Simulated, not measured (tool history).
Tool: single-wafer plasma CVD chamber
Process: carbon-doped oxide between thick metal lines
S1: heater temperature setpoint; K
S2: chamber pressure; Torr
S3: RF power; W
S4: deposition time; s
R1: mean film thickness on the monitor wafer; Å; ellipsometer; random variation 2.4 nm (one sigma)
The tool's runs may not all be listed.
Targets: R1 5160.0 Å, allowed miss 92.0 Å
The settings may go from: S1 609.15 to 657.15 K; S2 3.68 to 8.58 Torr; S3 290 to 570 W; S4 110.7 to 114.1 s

Run 1, hour 0.0: S1 633.15 K, S2 6.13 Torr, S3 430 W, S4 110.7 s. Result: R1 4564.8 Å.
Run 2, hour 0.8: S1 631.15 K, S2 6.48 Torr, S3 445 W, S4 110.8 s. Result: R1 4762.5 Å.
Run 3, hour 6.1: S1 631.15 K, S2 6.48 Torr, S3 425 W, S4 110.8 s. Result: R1 4613.3 Å.
Run 4, hour 8.8: S1 631.15 K, S2 7.44 Torr, S3 425 W, S4 110.8 s. Result: R1 4667.2 Å.
Run 5, hour 12.9: S1 626.15 K, S2 7.44 Torr, S3 425 W, S4 110.8 s. Result: R1 4750.1 Å.
Run 6, hour 20.6: S1 635.15 K, S2 7.44 Torr, S3 425 W, S4 110.8 s. Result: R1 4635.8 Å.
Run 7, hour 22.5: S1 632.15 K, S2 7.74 Torr, S3 435 W, S4 110.9 s. Result: R1 4758.1 Å.
Run 8, hour 28.2: S1 632.15 K, S2 7.74 Torr, S3 435 W, S4 110.9 s. Result: R1 4707.3 Å.
Run 9, hour 36.7: S1 628.15 K, S2 7.82 Torr, S3 445 W, S4 111.0 s. Result: R1 4836.8 Å.
Run 10, hour 42.2: S1 627.15 K, S2 7.90 Torr, S3 455 W, S4 111.1 s. Result: R1 4980.5 Å.
Run 11, hour 48.6: S1 625.15 K, S2 7.99 Torr, S3 460 W, S4 111.1 s. Result: R1 5047.3 Å.
Run 12, hour 54.4: S1 624.15 K, S2 8.04 Torr, S3 460 W, S4 111.1 s. Result: R1 5033.7 Å.

Which of these 4 next moves meets every target?
Run A, hour 60.2: S1 626.15 K, S2 8.11 Torr, S3 440 W, S4 110.9 s. Result: R1 ?.
Run B, hour 60.2: S1 624.15 K, S2 8.54 Torr, S3 480 W, S4 110.9 s. Result: R1 ?.
Run C, hour 60.2: S1 627.15 K, S2 8.58 Torr, S3 440 W, S4 110.7 s. Result: R1 ?.
Run D, hour 60.2: S1 628.15 K, S2 7.88 Torr, S3 430 W, S4 112.2 s. Result: R1 ?.

move      R1
   A  4892.0
   B  5203.4
   C  4890.5
   D  4838.6
A: further off than the last run
B: meets every target
C: further off than the last run
D: further off than the last run
The right move is B.
